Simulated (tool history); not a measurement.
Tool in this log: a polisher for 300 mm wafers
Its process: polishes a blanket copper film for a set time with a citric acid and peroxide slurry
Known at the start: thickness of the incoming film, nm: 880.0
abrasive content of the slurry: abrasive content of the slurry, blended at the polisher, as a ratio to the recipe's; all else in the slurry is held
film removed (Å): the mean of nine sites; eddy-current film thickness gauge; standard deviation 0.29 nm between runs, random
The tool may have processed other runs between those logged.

run  hour  flow of slurry (ml/min)  pressure of the wafer on the pad (kPa)  speed of the pad under the wafer (m/s)  abrasive content of the slurry  polishing time (s)  film removed (Å)
  1     0                      295                                      29                                    0.88                               1                  27            944.78
  2   8.7                      295                                    24.8                                    0.88                               1                  27            807.81
  3  17.5                      295                                      20                                    0.88                               1                  27            658.04
  4  20.1                      295                                    18.6                                    0.78                               1                  27            537.77
  5  25.2                      295                                    17.2                                    0.72                               1                  27            481.39
  6  31.8                      295                                    16.5                                    0.68                               1                  27            432.62
  7  38.3                      295                                    15.9                                    0.64                               1                  27            399.44
  8    47                      295                                    15.2                                    0.62                               1                  27            371.78

Run 9 comes next. What will it give?
  9  52.1                      295                                    14.5                                     0.6                               1                  27                 ?

{"run 9": {"film removed (Å)": 345.91}}
